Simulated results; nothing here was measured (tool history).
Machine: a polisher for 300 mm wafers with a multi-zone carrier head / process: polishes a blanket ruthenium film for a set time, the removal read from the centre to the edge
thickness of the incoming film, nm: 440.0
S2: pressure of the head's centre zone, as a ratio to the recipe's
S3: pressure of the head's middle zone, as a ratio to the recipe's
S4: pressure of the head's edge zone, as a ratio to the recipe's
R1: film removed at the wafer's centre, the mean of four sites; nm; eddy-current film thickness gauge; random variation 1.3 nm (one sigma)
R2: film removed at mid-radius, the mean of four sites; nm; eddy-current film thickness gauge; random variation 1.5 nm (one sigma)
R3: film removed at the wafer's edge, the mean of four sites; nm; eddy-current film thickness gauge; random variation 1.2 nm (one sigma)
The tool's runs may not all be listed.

run 1 hour=0.0 | flow_of_slurry_(ml/min)=190 S2=1.00 S3=1.00 S4=1.00 polishing_time_(s)=88 | R1=92.227 R2=105.470 R3=105.050
run 2 hour=2.2 | flow_of_slurry_(ml/min)=190 S2=0.96 S3=1.00 S4=1.00 polishing_time_(s)=88 | R1=90.128 R2=103.080 R3=104.540
run 3 hour=10.7 | flow_of_slurry_(ml/min)=210 S2=1.03 S3=0.98 S4=1.01 polishing_time_(s)=92 | R1=101.950 R2=106.430 R3=111.140
run 4 hour=19.3 | flow_of_slurry_(ml/min)=220 S2=1.07 S3=1.01 S4=1.04 polishing_time_(s)=94 | R1=109.430 R2=111.870 R3=114.250
run 5 hour=27.6 | flow_of_slurry_(ml/min)=220 S2=1.07 S3=1.01 S4=1.04 polishing_time_(s)=76 | R1=88.292 R2=92.348 R3=94.985
run 6 hour=30.3 | flow_of_slurry_(ml/min)=220 S2=1.00 S3=1.01 S4=1.04 polishing_time_(s)=76 | R1=80.733 R2=92.159 R3=94.693

What will run 7 give?
run 7 hour=35.3 | flow_of_slurry_(ml/min)=225 S2=1.04 S3=1.03 S4=1.06 polishing_time_(s)=84 | R1=? R2=? R3=?

{"run 7": {"R1": 94.577, "R2": 103.14, "R3": 106.0}}

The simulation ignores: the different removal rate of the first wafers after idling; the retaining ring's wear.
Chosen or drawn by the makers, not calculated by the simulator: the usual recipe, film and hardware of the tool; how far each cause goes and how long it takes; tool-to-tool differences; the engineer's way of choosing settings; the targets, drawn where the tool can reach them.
